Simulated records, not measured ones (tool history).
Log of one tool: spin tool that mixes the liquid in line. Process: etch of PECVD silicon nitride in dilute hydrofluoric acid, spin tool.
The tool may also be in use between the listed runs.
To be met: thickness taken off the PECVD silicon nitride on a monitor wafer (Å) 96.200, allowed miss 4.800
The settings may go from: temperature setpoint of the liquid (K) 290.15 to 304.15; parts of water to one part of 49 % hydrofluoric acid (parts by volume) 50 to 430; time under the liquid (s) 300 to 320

run    day  temperature setpoint of the liquid (K)  parts of water to one part of 49 % hydrofluoric acid (parts by volume)  time under the liquid (s)  thickness taken off the PECVD silicon nitride on a monitor wafer (Å)
  1  0.000                                  296.15                                                                     240                        300                                                                35.660
  2  0.171                                  298.65                                                                     200                        300                                                                51.035
  3  0.383                                  296.65                                                                     200                        300                                                                45.935
  4  0.538                                  296.65                                                                     285                        300                                                                31.708
  5  0.867                                  298.65                                                                     235                        300                                                                42.770
  6  1.125                                  295.15                                                                     235                        300                                                                34.906
     1.446  -- hydrofluoric acid flow meter replaced
  7  1.446                                  299.15                                                                     140                        305                                                                69.344
  8  1.479                                  300.65                                                                     135                        305                                                                80.271
  9  1.725                                  301.65                                                                     135                        305                                                                85.828
 10  1.975                                  302.15                                                                     135                        305                                                                87.574
 11  2.112                                  303.65                                                                     130                        305                                                               102.310

4 next moves are on the table. One of them brings every result within its allowed miss. Which?
  A  2.250                                  302.15                                                                     120                        300                                                                     ?
  B  2.250                                  304.15                                                                     115                        300                                                                     ?
  C  2.250                                  304.15                                                                     120                        305                                                                     ?
  D  2.250                                  303.65                                                                     110                        300                                                                     ?

move  thickness taken off the PECVD silicon nitride on a monitor wafer (Å)
   A                                                                97.779
   B                                                               115.590
   C                                                               112.560
   D                                                               117.210
A: meets every target
B: further off than the last run
C: further off than the last run
D: further off than the last run
Move A is the one to make.
